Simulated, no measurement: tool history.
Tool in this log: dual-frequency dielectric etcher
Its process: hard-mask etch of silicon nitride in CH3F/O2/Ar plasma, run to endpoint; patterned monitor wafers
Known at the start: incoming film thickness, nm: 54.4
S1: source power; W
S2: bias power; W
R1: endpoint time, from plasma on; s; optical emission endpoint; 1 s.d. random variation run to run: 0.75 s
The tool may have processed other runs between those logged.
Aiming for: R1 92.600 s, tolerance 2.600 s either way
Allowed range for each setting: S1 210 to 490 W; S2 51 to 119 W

Run 1, day 0.000: S1 350 W, S2 85 W. Result: R1 76.004 s.
Run 2, day 0.058: S1 390 W, S2 85 W. Result: R1 71.516 s.
Run 3, day 0.112: S1 370 W, S2 84 W. Result: R1 73.364 s.
Run 4, day 0.154: S1 350 W, S2 82 W. Result: R1 75.850 s.
Run 5, day 0.433: S1 350 W, S2 94 W. Result: R1 72.126 s.
Run 6, day 0.521: S1 350 W, S2 84 W. Result: R1 75.010 s.
Run 7, day 0.633: S1 330 W, S2 81 W. Result: R1 76.499 s.
Run 8, day 0.775: S1 310 W, S2 77 W. Result: R1 79.417 s.
Run 9, day 0.871: S1 300 W, S2 74 W. Result: R1 82.512 s.
Run 10, day 0.979: S1 290 W, S2 73 W. Result: R1 83.411 s.
Run 11, day 1.167: S1 280 W, S2 72 W. Result: R1 86.680 s.
Run 12, day 1.262: S1 270 W, S2 72 W. Result: R1 87.729 s.

Next run, 4 choices. One meets every target within its allowed miss, the rest don't. Which?
Run A, day 1.358: S1 280 W, S2 55 W. Result: R1 ?.
Run B, day 1.358: S1 330 W, S2 67 W. Result: R1 ?.
Run C, day 1.358: S1 210 W, S2 66 W. Result: R1 ?.
Run D, day 1.358: S1 210 W, S2 63 W. Result: R1 ?.

move      R1
   A  91.843
   B  81.357
   C  98.414
   D  99.740
A: in spec on every target
B: lands further from the targets than the last run did
C: carries the result that was furthest off beyond its target, to the other side
D: carries the result that was furthest off beyond its target, to the other side
So the answer is move A, the one that meets all the targets.

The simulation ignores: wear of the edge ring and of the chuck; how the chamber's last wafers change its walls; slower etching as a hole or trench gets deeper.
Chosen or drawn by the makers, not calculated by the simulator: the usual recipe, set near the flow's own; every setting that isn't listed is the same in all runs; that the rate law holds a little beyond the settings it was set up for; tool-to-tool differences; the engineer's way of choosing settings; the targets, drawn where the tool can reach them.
